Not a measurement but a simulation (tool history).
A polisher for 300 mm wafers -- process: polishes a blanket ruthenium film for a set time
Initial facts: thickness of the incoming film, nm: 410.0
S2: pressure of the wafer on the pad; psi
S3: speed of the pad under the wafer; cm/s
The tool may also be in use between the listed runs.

run 1 hour=0.0 | flow_of_slurry_(ml/min)=195 S2=1.8 S3=118 polishing_time_(s)=59 | film_removed_(nm)=55.284
run 2 hour=5.2 | flow_of_slurry_(ml/min)=195 S2=1.8 S3=134 polishing_time_(s)=59 | film_removed_(nm)=63.115
run 3 hour=9.6 | flow_of_slurry_(ml/min)=195 S2=2.0 S3=134 polishing_time_(s)=59 | film_removed_(nm)=67.730
run 4 hour=13.5 | flow_of_slurry_(ml/min)=195 S2=2.4 S3=134 polishing_time_(s)=59 | film_removed_(nm)=77.373
run 5 hour=21.6 | flow_of_slurry_(ml/min)=190 S2=2.0 S3=116 polishing_time_(s)=59 | film_removed_(nm)=58.530
run 6 hour=25.9 | flow_of_slurry_(ml/min)=185 S2=1.7 S3=102 polishing_time_(s)=59 | film_removed_(nm)=46.284
run 7 hour=27.8 | flow_of_slurry_(ml/min)=180 S2=1.5 S3=92 polishing_time_(s)=59 | film_removed_(nm)=37.140
run 8 hour=28.8 | flow_of_slurry_(ml/min)=170 S2=1.3 S3=90 polishing_time_(s)=59 | film_removed_(nm)=32.936
run 9 hour=31.4 | flow_of_slurry_(ml/min)=165 S2=1.2 S3=88 polishing_time_(s)=59 | film_removed_(nm)=30.539
run 10 hour=40.2 | flow_of_slurry_(ml/min)=160 S2=1.1 S3=86 polishing_time_(s)=59 | film_removed_(nm)=28.205
run 11 hour=46.1 | flow_of_slurry_(ml/min)=155 S2=1.0 S3=84 polishing_time_(s)=59 | film_removed_(nm)=25.459
run 12 hour=50.1 | flow_of_slurry_(ml/min)=130 S2=0.8 S3=84 polishing_time_(s)=59 | film_removed_(nm)=21.760
run 13 hour=51.2 | flow_of_slurry_(ml/min)=135 S2=0.8 S3=84 polishing_time_(s)=59 | film_removed_(nm)=21.485

Estimate the outcome of run 14 from the log above:
run 14 hour=56.9 | flow_of_slurry_(ml/min)=140 S2=0.8 S3=84 polishing_time_(s)=59 | film_removed_(nm)=?

{"run 14": {"film removed (nm)": 21.982}}
